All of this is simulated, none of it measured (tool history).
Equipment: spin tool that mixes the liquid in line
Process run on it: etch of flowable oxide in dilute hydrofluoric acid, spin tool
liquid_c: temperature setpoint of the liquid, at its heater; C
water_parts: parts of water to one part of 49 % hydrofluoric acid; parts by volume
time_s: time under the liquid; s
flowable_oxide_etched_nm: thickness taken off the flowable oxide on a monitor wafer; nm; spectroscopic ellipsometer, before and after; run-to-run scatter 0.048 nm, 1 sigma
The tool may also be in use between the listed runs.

run	day	liquid_c	water_parts	time_s	flowable_oxide_etched_nm
1	0.000	26.0	155	55	18.671
2	0.046	24.5	155	55	17.673
3	0.221	24.5	155	60	19.235
4	0.442	24.5	130	60	23.741
5	0.608	28.0	130	60	26.989
6	0.758	26.0	140	60	22.907
7	1.096	22.0	170	60	15.675
8	1.421	21.5	170	60	15.402

Predict the results of run 9:
9	1.583	21.0	170	60	?

flowable_oxide_etched_nm: 15.142 nm

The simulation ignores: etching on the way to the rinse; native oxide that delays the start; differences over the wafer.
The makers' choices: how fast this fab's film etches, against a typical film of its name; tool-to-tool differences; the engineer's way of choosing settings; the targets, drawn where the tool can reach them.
